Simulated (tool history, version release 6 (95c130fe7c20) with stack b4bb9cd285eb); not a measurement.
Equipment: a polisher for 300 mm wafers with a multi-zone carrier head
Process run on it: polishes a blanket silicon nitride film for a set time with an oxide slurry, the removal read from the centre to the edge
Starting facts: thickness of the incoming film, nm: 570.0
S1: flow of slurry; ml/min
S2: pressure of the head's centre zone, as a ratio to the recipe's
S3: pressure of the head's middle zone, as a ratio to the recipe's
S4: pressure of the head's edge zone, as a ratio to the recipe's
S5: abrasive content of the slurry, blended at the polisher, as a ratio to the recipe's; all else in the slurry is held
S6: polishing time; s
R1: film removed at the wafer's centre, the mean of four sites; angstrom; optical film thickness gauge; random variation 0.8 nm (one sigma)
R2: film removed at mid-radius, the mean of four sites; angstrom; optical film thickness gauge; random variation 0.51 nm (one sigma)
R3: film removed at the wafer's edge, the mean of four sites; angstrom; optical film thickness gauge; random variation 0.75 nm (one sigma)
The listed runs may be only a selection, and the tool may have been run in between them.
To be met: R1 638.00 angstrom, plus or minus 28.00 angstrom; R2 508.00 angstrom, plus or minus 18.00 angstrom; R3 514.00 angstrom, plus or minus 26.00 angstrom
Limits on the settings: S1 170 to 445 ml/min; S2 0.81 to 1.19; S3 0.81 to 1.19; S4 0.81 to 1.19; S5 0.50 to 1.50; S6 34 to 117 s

run	day	S1	S2	S3	S4	S5	S6	R1	R2	R3
1	0.000	285	1.00	1.00	1.00	1.00	75	504.16	480.01	488.00
2	0.225	290	1.05	1.00	1.00	1.00	75	532.91	478.95	478.65
3	0.296	290	1.05	1.00	1.00	1.00	61	420.60	402.90	390.22
4	0.383	290	1.05	1.00	1.00	0.90	61	405.91	391.43	374.87
5	0.692	290	1.08	1.00	1.01	1.10	62	455.01	416.59	405.76
6	1.046	290	1.08	1.00	1.01	1.10	46	343.18	311.64	314.53
7	1.221	295	1.11	1.01	1.02	1.20	53	417.80	370.98	365.83
8	1.492	330	1.19	0.98	1.11	1.45	66	581.81	479.72	516.73
9	1.592	335	1.19	0.97	1.07	1.45	67	606.35	480.68	505.32
10	1.946	340	1.19	0.98	1.06	1.45	67	586.78	483.10	513.01
11	2.275	260	1.19	0.96	0.97	1.50	75	648.88	528.59	550.57

Pick the move, out of 5, that brings all results within their allowed miss; only one does.
A	2.604	300	1.19	0.99	1.02	1.20	75	?	?	?
B	2.604	320	1.12	0.96	0.85	1.05	85	?	?	?
C	2.604	300	1.04	0.83	1.08	1.50	79	?	?	?
D	2.604	235	1.19	0.85	0.99	1.40	74	?	?	?
E	2.604	310	1.18	1.16	0.95	1.30	69	?	?	?

move	R1	R2	R3
A	635.26	515.99	507.50
B	654.31	552.74	509.54
C	623.81	513.95	588.75
D	637.94	467.31	508.00
E	596.22	547.88	462.43
A: each result inside its tolerance
B: the furthest-off result lands on target, but another misses its tolerance
C: moves away from the targets compared with the last run
D: the furthest-off result lands on target, but another misses its tolerance
E: carries the result that was furthest off beyond its target, to the other side
Move A is the one to make.
